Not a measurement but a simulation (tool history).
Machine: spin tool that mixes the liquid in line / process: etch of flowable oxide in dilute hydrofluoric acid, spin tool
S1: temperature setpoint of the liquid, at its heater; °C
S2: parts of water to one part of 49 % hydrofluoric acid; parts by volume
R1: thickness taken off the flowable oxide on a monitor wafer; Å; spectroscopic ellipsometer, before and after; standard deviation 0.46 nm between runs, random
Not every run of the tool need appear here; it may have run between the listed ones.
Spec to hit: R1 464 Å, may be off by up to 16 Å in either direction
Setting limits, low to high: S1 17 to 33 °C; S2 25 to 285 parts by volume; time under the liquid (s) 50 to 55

run 1 hour=0 | S1=25 S2=155 time_under_the_liquid_(s)=50 | R1=146.3
run 2 hour=3.8 | S1=25 S2=120 time_under_the_liquid_(s)=50 | R1=195.81
run 3 hour=9.1 | S1=27 S2=100 time_under_the_liquid_(s)=50 | R1=264.26
run 4 hour=13.6 | S1=27 S2=100 time_under_the_liquid_(s)=55 | R1=289.68
run 5 hour=14.4 | S1=27 S2=100 time_under_the_liquid_(s)=55 | R1=285.58
run 6 hour=15 | S1=27 S2=135 time_under_the_liquid_(s)=55 | R1=205.36
run 7 hour=17.4 | S1=28.5 S2=115 time_under_the_liquid_(s)=55 | R1=254.58
run 8 hour=23.3 | S1=29 S2=100 time_under_the_liquid_(s)=55 | R1=309.23
run 9 hour=28.1 | S1=30 S2=90 time_under_the_liquid_(s)=55 | R1=364.39
run 10 hour=33.7 | S1=31 S2=85 time_under_the_liquid_(s)=55 | R1=398.02
run 11 hour=40.4 | S1=31.5 S2=85 time_under_the_liquid_(s)=55 | R1=408.72
run 12 hour=47.3 | S1=33 S2=75 time_under_the_liquid_(s)=55 | R1=505.99
run 13 hour=50.4 | S1=32.5 S2=75 time_under_the_liquid_(s)=55 | R1=493.4
run 14 hour=54.5 | S1=32 S2=75 time_under_the_liquid_(s)=55 | R1=487.58

Next run, 4 choices. One meets every target within its allowed miss, the rest don't. Which?
run A hour=58.6 | S1=32 S2=85 time_under_the_liquid_(s)=55 | R1=?
run B hour=58.6 | S1=30 S2=65 time_under_the_liquid_(s)=55 | R1=?
run C hour=58.6 | S1=31.5 S2=70 time_under_the_liquid_(s)=50 | R1=?
run D hour=58.6 | S1=27.5 S2=65 time_under_the_liquid_(s)=50 | R1=?

move=A R1=422.81
move=B R1=528.14
move=C R1=468.66
move=D R1=435.42
A: carries the result that was furthest off beyond its target, to the other side
B: lands further from the targets than the last run did
C: all results in spec
D: carries the result that was furthest off beyond its target, to the other side
The right move is C.
